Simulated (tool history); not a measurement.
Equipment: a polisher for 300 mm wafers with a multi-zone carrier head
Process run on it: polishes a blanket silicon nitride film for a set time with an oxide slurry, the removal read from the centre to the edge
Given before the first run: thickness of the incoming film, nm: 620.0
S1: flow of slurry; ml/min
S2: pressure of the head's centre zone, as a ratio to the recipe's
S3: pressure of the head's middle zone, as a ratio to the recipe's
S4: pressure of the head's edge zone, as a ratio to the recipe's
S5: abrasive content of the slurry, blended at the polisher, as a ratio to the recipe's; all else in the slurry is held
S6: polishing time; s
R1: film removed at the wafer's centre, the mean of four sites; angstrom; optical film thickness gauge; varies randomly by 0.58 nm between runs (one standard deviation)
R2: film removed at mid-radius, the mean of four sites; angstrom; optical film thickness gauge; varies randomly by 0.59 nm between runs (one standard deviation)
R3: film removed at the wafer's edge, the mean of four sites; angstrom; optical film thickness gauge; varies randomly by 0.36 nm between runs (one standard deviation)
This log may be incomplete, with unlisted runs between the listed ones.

run	hour	S1	S2	S3	S4	S5	S6	R1	R2	R3
1	0	245	1	1	1	1	65	647.54	628.08	624.07
2	3	240	0.97	0.98	0.98	0.9	65	580.92	579.55	576.98
3	6.7	240	0.93	0.98	0.98	0.9	65	564.93	563.58	576.52
4	11.5	240	0.93	0.98	0.94	0.9	65	560.4	584.16	565.41
5	14.4	240	0.88	0.98	0.94	0.9	65	539.28	580.5	574.18
6	19.8	240	0.83	0.98	0.94	0.9	65	517.75	553.88	565.05
7	24.2	240	0.83	0.98	0.94	0.9	65	513.69	568.71	562.3
8	27.7	240	0.83	0.98	0.94	0.9	65	530.51	570.05	558.9
9	32	230	0.83	0.96	0.93	0.85	65	494.61	535.15	538.51
10	34.3	220	0.83	0.94	0.91	0.85	65	480.43	519.16	530.5
11	39.9	215	0.84	0.92	0.89	0.8	65	458.26	486.6	493.24
12	45.3	175	0.81	0.85	0.87	0.8	65	439.05	441.79	490.33
13	47.3	175	0.81	0.86	0.86	0.8	65	446.01	450.1	483.85
14	50.8	175	0.81	0.87	0.86	0.8	65	451.69	446.48	482.24

Forecast run 15:
15	56.3	145	0.81	0.97	0.94	0.65	65	?	?	?

{"run 15": {"R1": 340.2, "R2": 382.07, "R3": 390.96}}
